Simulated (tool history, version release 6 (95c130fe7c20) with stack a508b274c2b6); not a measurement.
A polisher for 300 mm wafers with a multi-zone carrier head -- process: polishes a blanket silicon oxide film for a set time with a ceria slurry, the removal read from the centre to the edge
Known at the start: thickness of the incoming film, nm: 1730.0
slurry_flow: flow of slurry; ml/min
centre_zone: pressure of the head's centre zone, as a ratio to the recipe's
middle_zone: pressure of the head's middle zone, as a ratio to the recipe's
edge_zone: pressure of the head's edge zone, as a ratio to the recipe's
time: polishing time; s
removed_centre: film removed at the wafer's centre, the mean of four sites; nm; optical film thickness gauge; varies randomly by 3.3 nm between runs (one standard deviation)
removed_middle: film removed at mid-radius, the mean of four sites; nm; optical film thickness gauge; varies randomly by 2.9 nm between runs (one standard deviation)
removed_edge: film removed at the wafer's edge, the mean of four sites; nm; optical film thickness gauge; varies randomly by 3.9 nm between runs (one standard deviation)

{"run": 1, "day": 0.0, "slurry_flow": 285, "centre_zone": 1.0, "middle_zone": 1.0, "edge_zone": 1.0, "time": 54, "removed_centre": 401.64, "removed_middle": 388.66, "removed_edge": 389.94}
{"run": 2, "day": 0.058, "slurry_flow": 280, "centre_zone": 0.99, "middle_zone": 0.97, "edge_zone": 0.99, "time": 50, "removed_centre": 359.09, "removed_middle": 355.07, "removed_edge": 360.47}
{"run": 3, "day": 0.412, "slurry_flow": 280, "centre_zone": 1.0, "middle_zone": 0.94, "edge_zone": 0.99, "time": 47, "removed_centre": 339.39, "removed_middle": 320.21, "removed_edge": 335.3}
{"run": 4, "day": 0.504, "slurry_flow": 280, "centre_zone": 1.0, "middle_zone": 0.92, "edge_zone": 0.98, "time": 45, "removed_centre": 332.17, "removed_middle": 302.67, "removed_edge": 316.18}
{"run": 5, "day": 0.667, "slurry_flow": 280, "centre_zone": 1.0, "middle_zone": 0.92, "edge_zone": 0.98, "time": 33, "removed_centre": 235.15, "removed_middle": 218.61, "removed_edge": 239.59}
{"run": 6, "day": 0.767, "slurry_flow": 280, "centre_zone": 1.01, "middle_zone": 0.93, "edge_zone": 1.0, "time": 34, "removed_centre": 248.14, "removed_middle": 230.79, "removed_edge": 249.24}

Run 7, settings as shown, results not yet in. Your forecast:
{"run": 7, "day": 0.842, "slurry_flow": 280, "centre_zone": 1.02, "middle_zone": 0.93, "edge_zone": 1.02, "time": 34, "removed_centre": "?", "removed_middle": "?", "removed_edge": "?"}

{"run 7": {"removed_centre": 249.96, "removed_middle": 230.78, "removed_edge": 247.47}}

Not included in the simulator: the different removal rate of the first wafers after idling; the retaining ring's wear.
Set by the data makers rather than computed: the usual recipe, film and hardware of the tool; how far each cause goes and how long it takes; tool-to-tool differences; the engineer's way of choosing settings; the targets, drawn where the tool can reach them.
